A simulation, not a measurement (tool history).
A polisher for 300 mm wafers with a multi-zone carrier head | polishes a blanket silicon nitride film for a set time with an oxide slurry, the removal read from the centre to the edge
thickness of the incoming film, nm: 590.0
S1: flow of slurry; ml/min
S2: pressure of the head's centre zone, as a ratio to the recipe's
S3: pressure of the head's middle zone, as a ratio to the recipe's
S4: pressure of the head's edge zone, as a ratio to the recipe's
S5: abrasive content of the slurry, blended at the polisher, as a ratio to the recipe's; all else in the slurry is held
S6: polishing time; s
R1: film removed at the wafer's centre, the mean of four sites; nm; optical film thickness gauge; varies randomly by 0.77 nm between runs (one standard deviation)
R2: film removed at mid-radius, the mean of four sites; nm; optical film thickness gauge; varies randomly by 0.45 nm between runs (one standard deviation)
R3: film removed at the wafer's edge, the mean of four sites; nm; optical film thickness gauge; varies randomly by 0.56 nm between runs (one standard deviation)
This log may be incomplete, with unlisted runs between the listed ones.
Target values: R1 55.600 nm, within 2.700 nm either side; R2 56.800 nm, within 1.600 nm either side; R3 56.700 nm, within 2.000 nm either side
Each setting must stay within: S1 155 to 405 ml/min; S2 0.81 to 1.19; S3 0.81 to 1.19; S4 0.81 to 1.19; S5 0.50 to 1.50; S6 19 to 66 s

{"run": 1, "day": 0.0, "S1": 260, "S2": 1.0, "S3": 1.0, "S4": 1.0, "S5": 1.0, "S6": 42, "R1": 45.723, "R2": 46.277, "R3": 46.418}
{"run": 2, "day": 0.192, "S1": 260, "S2": 1.0, "S3": 0.97, "S4": 1.0, "S5": 1.0, "S6": 42, "R1": 45.763, "R2": 45.123, "R3": 46.128}
{"run": 3, "day": 0.412, "S1": 270, "S2": 1.02, "S3": 1.01, "S4": 1.04, "S5": 1.05, "S6": 42, "R1": 46.46, "R2": 48.477, "R3": 48.071}
{"run": 4, "day": 0.721, "S1": 270, "S2": 1.05, "S3": 1.01, "S4": 1.06, "S5": 1.15, "S6": 42, "R1": 51.396, "R2": 51.126, "R3": 51.579}
{"run": 5, "day": 0.946, "S1": 270, "S2": 1.05, "S3": 1.01, "S4": 1.06, "S5": 1.35, "S6": 42, "R1": 53.408, "R2": 55.467, "R3": 55.249}
{"run": 6, "day": 0.975, "S1": 270, "S2": 1.05, "S3": 1.01, "S4": 1.06, "S5": 1.35, "S6": 36, "R1": 48.045, "R2": 46.588, "R3": 46.912}
{"run": 7, "day": 1.262, "S1": 275, "S2": 1.06, "S3": 1.03, "S4": 1.09, "S5": 1.4, "S6": 37, "R1": 49.314, "R2": 49.946, "R3": 51.394}
{"run": 8, "day": 1.412, "S1": 285, "S2": 1.09, "S3": 1.06, "S4": 1.1, "S5": 1.4, "S6": 37, "R1": 51.855, "R2": 51.173, "R3": 50.43}
{"run": 9, "day": 1.621, "S1": 290, "S2": 1.09, "S3": 1.07, "S4": 1.12, "S5": 1.45, "S6": 37, "R1": 52.95, "R2": 52.716, "R3": 52.085}
{"run": 10, "day": 1.912, "S1": 295, "S2": 1.09, "S3": 1.08, "S4": 1.14, "S5": 1.45, "S6": 37, "R1": 51.656, "R2": 53.066, "R3": 52.422}
{"run": 11, "day": 2.042, "S1": 295, "S2": 1.1, "S3": 1.08, "S4": 1.15, "S5": 1.45, "S6": 38, "R1": 53.935, "R2": 54.152, "R3": 52.856}

Below are 5 possible settings for the next run. Only one of them brings all results inside the allowed miss of their targets. Which is it?
{"run": "A", "day": 2.171, "S1": 245, "S2": 1.16, "S3": 1.12, "S4": 1.13, "S5": 1.25, "S6": 38, "R1": "?", "R2": "?", "R3": "?"}
{"run": "B", "day": 2.171, "S1": 375, "S2": 1.11, "S3": 1.1, "S4": 1.19, "S5": 1.5, "S6": 38, "R1": "?", "R2": "?", "R3": "?"}
{"run": "C", "day": 2.171, "S1": 285, "S2": 1.09, "S3": 1.03, "S4": 1.19, "S5": 1.25, "S6": 38, "R1": "?", "R2": "?", "R3": "?"}
{"run": "D", "day": 2.171, "S1": 225, "S2": 1.14, "S3": 1.05, "S4": 1.15, "S5": 1.4, "S6": 43, "R1": "?", "R2": "?", "R3": "?"}
{"run": "E", "day": 2.171, "S1": 265, "S2": 1.0, "S3": 0.99, "S4": 1.13, "S5": 1.5, "S6": 38, "R1": "?", "R2": "?", "R3": "?"}

move=A R1=52.456 R2=51.950 R3=49.639
move=B R1=56.786 R2=57.392 R3=56.685
move=C R1=50.376 R2=49.077 R3=51.581
move=D R1=60.818 R2=57.988 R3=59.254
move=E R1=50.068 R2=51.007 R3=54.086
A: the biggest miss grows against the last run
B: each result inside its tolerance
C: the biggest miss grows against the last run
D: the result that was furthest off in the last run now lies on the other side of its target
E: the biggest miss grows against the last run
B meets every target.
